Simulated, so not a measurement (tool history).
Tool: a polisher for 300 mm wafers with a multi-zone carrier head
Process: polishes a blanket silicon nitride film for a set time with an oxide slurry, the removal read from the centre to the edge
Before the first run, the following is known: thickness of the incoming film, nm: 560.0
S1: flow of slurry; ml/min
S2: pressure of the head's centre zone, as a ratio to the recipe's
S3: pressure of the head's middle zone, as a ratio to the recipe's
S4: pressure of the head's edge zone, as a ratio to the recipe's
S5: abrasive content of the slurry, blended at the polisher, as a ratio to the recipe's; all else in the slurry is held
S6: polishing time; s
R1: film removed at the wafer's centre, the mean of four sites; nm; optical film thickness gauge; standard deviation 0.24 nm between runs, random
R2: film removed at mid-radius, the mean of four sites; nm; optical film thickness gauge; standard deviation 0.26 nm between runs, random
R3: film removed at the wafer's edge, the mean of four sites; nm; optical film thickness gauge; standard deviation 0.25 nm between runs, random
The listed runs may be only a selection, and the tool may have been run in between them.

run  hour   S1    S2    S3    S4    S5  S6      R1      R2      R3
  1   0.0  295  1.00  1.00  1.00  1.00  57  24.597  24.483  25.115
  2   6.4  295  1.00  1.03  1.00  1.00  57  24.419  25.392  24.288
  3  15.4  295  0.98  1.03  0.99  0.85  56  20.532  21.642  21.286
  4  22.9  330  0.98  1.03  0.99  0.85  56  20.245  21.716  21.415
  5  31.5  325  0.98  1.03  0.96  0.80  56  19.561  20.578  20.036
  6  32.7  325  0.98  1.03  1.01  0.80  56  19.856  20.582  21.140

For run 7, what comes out?
  7  37.7  320  0.97  1.03  0.98  0.75  56   ?   ?   ?

R1: 18.644 nm
R2: 19.569 nm
R3: 18.804 nm

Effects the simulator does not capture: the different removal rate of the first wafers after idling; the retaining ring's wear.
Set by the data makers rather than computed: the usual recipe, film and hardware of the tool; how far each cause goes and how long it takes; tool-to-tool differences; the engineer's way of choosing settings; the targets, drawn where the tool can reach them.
